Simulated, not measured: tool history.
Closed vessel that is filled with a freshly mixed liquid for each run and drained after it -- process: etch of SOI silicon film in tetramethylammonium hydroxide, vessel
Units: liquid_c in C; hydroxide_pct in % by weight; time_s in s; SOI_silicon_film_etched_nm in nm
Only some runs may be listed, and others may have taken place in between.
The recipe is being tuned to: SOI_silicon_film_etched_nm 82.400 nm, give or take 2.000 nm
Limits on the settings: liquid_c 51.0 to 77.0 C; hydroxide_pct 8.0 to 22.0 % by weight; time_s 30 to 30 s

| run | hour | liquid_c | hydroxide_pct | time_s | SOI_silicon_film_etched_nm |
|---|---|---|---|---|---|
| 1 | 0.0 | 64.0 | 15.0 | 30 | 132.640 |
| 2 | 3.0 | 61.5 | 15.0 | 30 | 112.670 |
| 3 | 8.1 | 57.0 | 15.0 | 30 | 85.698 |
| 4 | 11.3 | 54.0 | 15.0 | 30 | 70.332 |
| 5 | 19.2 | 55.0 | 15.0 | 30 | 74.804 |
| 6 | 24.9 | 55.0 | 15.0 | 30 | 74.750 |
| 7 | 32.8 | 55.5 | 15.0 | 30 | 77.401 |
| 8 | 34.3 | 56.0 | 15.0 | 30 | 80.225 |

Exercise: of the 5 proposed moves below, exactly one satisfies all targets within the stated allowed misses. Which move is it?
| A | 35.8 | 55.5 | 15.5 | 30 | ? |
| B | 35.8 | 55.5 | 14.5 | 30 | ? |
| C | 35.8 | 56.0 | 14.0 | 30 | ? |
| D | 35.8 | 55.0 | 15.0 | 30 | ? |
| E | 35.8 | 56.0 | 15.5 | 30 | ? |

| move | SOI_silicon_film_etched_nm |
|---|---|
| A | 76.341 |
| B | 78.155 |
| C | 81.649 |
| D | 74.793 |
| E | 78.837 |
A: the biggest miss grows against the last run
B: the biggest miss grows against the last run
C: every result within its allowed miss
D: the biggest miss grows against the last run
E: the biggest miss grows against the last run
So the answer is move C, the one that meets all the targets.
